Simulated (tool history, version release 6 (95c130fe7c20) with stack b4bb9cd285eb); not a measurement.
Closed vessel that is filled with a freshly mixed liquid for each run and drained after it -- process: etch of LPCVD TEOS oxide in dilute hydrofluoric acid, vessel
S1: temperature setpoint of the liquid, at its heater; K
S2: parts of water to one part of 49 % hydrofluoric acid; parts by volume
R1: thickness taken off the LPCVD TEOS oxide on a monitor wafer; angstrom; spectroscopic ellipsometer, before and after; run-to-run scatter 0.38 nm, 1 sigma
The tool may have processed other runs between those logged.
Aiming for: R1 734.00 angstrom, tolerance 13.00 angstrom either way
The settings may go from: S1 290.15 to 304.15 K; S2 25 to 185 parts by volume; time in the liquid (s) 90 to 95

{"run": 1, "hour": 0.0, "S1": 296.15, "S2": 105, "time in the liquid (s)": 90, "R1": 388.3}
{"run": 2, "hour": 3.6, "S1": 296.15, "S2": 105, "time in the liquid (s)": 95, "R1": 408.98}
{"run": 3, "hour": 7.8, "S1": 298.15, "S2": 100, "time in the liquid (s)": 95, "R1": 468.15}
{"run": 4, "hour": 16.7, "S1": 298.15, "S2": 100, "time in the liquid (s)": 95, "R1": 468.29}
{"run": 5, "hour": 19.3, "S1": 299.65, "S2": 95, "time in the liquid (s)": 95, "R1": 525.09}
{"run": 6, "hour": 24.4, "S1": 299.65, "S2": 95, "time in the liquid (s)": 95, "R1": 525.86}
{"run": 7, "hour": 31.7, "S1": 299.65, "S2": 95, "time in the liquid (s)": 95, "R1": 529.09}
{"run": 8, "hour": 39.9, "S1": 300.65, "S2": 90, "time in the liquid (s)": 95, "R1": 583.87}
{"hour": 41.5, "done": "hydrofluoric acid flow meter replaced"}
{"run": 9, "hour": 41.5, "S1": 304.15, "S2": 80, "time in the liquid (s)": 95, "R1": 855.77}
{"run": 10, "hour": 50.1, "S1": 303.65, "S2": 80, "time in the liquid (s)": 95, "R1": 837.54}
{"run": 11, "hour": 52.3, "S1": 303.15, "S2": 80, "time in the liquid (s)": 95, "R1": 821.7}
{"run": 12, "hour": 53.6, "S1": 299.65, "S2": 80, "time in the liquid (s)": 95, "R1": 719.57}

5 candidate next runs follow, results not yet known. Just one meets every target within its allowed miss. Identify it.
{"run": "A", "hour": 54.9, "S1": 299.15, "S2": 80, "time in the liquid (s)": 95, "R1": "?"}
{"run": "B", "hour": 54.9, "S1": 296.65, "S2": 70, "time in the liquid (s)": 90, "R1": "?"}
{"run": "C", "hour": 54.9, "S1": 297.65, "S2": 75, "time in the liquid (s)": 95, "R1": "?"}
{"run": "D", "hour": 54.9, "S1": 296.65, "S2": 70, "time in the liquid (s)": 95, "R1": "?"}
{"run": "E", "hour": 54.9, "S1": 298.65, "S2": 70, "time in the liquid (s)": 90, "R1": "?"}

move=A R1=699.04
move=B R1=693.62
move=C R1=706.99
move=D R1=732.15
move=E R1=751.91
A: the biggest miss grows against the last run
B: the biggest miss grows against the last run
C: the biggest miss grows against the last run
D: every result within its allowed miss
E: the result that was furthest off in the last run now lies on the other side of its target
The move that meets every target is D.
